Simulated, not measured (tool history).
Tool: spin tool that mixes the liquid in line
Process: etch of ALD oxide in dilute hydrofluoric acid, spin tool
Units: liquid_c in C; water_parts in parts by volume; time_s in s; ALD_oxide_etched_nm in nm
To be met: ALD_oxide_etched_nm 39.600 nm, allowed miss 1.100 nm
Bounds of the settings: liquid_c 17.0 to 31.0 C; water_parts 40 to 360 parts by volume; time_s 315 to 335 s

run,hour,liquid_c,water_parts,time_s,ALD_oxide_etched_nm
1,0.0,23.0,200,315,24.754
2,7.7,25.0,190,315,28.453
3,13.9,25.0,255,315,19.640
4,14.9,25.0,225,315,23.072
5,18.5,25.0,225,335,24.470
6,26.2,26.5,210,335,28.221
7,27.6,27.5,200,335,31.128
8,33.1,31.0,175,335,41.298

Which of these 4 next moves meets every target?
A,38.6,29.5,150,315,?
B,38.6,27.5,165,335,?
C,38.6,31.0,170,335,?
D,38.6,30.5,160,315,?

move,ALD_oxide_etched_nm
A,44.323
B,39.109
C,42.745
D,42.511
A: further off than the last run
B: meets every target
C: further off than the last run
D: further off than the last run
The right move is B.

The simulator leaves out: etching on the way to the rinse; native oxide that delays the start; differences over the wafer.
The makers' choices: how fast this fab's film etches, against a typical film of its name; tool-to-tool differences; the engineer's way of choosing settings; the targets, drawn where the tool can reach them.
